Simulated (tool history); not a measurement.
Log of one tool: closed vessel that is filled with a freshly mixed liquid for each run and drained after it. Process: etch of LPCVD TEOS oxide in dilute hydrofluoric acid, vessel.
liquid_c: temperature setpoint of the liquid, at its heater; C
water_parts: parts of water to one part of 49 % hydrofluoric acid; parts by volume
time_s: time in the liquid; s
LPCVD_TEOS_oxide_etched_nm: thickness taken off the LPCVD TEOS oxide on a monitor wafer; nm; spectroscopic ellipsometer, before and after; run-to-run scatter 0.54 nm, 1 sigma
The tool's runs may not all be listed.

run 1 hour=0 | liquid_c=22 water_parts=135 time_s=230 | LPCVD_TEOS_oxide_etched_nm=89.028
run 2 hour=8.1 | liquid_c=21 water_parts=140 time_s=230 | LPCVD_TEOS_oxide_etched_nm=82.515
run 3 hour=16.7 | liquid_c=24 water_parts=140 time_s=230 | LPCVD_TEOS_oxide_etched_nm=91.019
run 4 hour=17.4 | liquid_c=24 water_parts=140 time_s=230 | LPCVD_TEOS_oxide_etched_nm=92.45
run 5 hour=22 | liquid_c=24 water_parts=140 time_s=245 | LPCVD_TEOS_oxide_etched_nm=98.515
run 6 hour=24.7 | liquid_c=22.5 water_parts=145 time_s=245 | LPCVD_TEOS_oxide_etched_nm=88.715
run 7 hour=25.8 | liquid_c=21.5 water_parts=145 time_s=245 | LPCVD_TEOS_oxide_etched_nm=85.068
run 8 hour=29 | liquid_c=20.5 water_parts=145 time_s=245 | LPCVD_TEOS_oxide_etched_nm=82.779
run 9 hour=35.1 | liquid_c=20 water_parts=145 time_s=245 | LPCVD_TEOS_oxide_etched_nm=80.973
run 10 hour=38.2 | liquid_c=19.5 water_parts=145 time_s=245 | LPCVD_TEOS_oxide_etched_nm=79.97
run 11 hour=44.5 | liquid_c=19 water_parts=145 time_s=245 | LPCVD_TEOS_oxide_etched_nm=77.605
run 12 hour=45.3 | liquid_c=18.5 water_parts=145 time_s=245 | LPCVD_TEOS_oxide_etched_nm=75.861

Predict the results of run 13:
run 13 hour=46.1 | liquid_c=18 water_parts=145 time_s=245 | LPCVD_TEOS_oxide_etched_nm=?

{"run 13": {"LPCVD_TEOS_oxide_etched_nm": 75.043}}
